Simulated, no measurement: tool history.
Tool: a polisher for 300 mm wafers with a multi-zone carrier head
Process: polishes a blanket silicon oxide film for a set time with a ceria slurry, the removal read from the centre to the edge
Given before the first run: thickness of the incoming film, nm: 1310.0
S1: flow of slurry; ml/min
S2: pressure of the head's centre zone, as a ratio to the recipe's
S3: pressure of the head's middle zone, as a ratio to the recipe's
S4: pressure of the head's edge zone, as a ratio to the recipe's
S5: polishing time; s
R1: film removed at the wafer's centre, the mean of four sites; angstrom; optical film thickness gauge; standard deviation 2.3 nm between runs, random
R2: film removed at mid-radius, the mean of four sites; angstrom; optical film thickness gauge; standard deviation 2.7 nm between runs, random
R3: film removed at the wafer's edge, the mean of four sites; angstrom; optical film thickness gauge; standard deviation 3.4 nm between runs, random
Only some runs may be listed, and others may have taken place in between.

run,hour,S1,S2,S3,S4,S5,R1,R2,R3
1,0,190,1,1,1,42,2149.8,2191.6,2244.8
2,7.7,190,1.04,1,1,42,2238.4,2174,2229
3,10.6,190,1.04,1.06,1,42,2241.9,2311.1,2245.3
4,16.9,190,1.04,1.13,1,42,2219.1,2412.2,2179.9
5,25.5,160,1.04,1.13,1,42,2102.4,2325.1,2120.4
6,30.4,160,1.04,1.13,1,51,2552.7,2796.9,2580.2
7,33.2,195,1.05,1.1,1.04,51,2771.3,2866.8,2755.1
8,36.9,215,1.05,1.09,1.07,51,2860.9,2916.4,2898.6
9,42.8,215,1.05,1.09,1.07,51,2887.7,2936.4,2885.5
10,45.7,230,1.05,1.08,1.09,51,2891.8,2982.1,2918.6
11,48.9,230,1.05,1.08,1.09,51,2940.3,2935.1,2895.2

Predict the results of run 12:
12,53.5,240,1.05,1.07,1.11,52,?,?,?

{"run 12": {"R1": 2969.1, "R2": 2996, "R3": 3043.9}}

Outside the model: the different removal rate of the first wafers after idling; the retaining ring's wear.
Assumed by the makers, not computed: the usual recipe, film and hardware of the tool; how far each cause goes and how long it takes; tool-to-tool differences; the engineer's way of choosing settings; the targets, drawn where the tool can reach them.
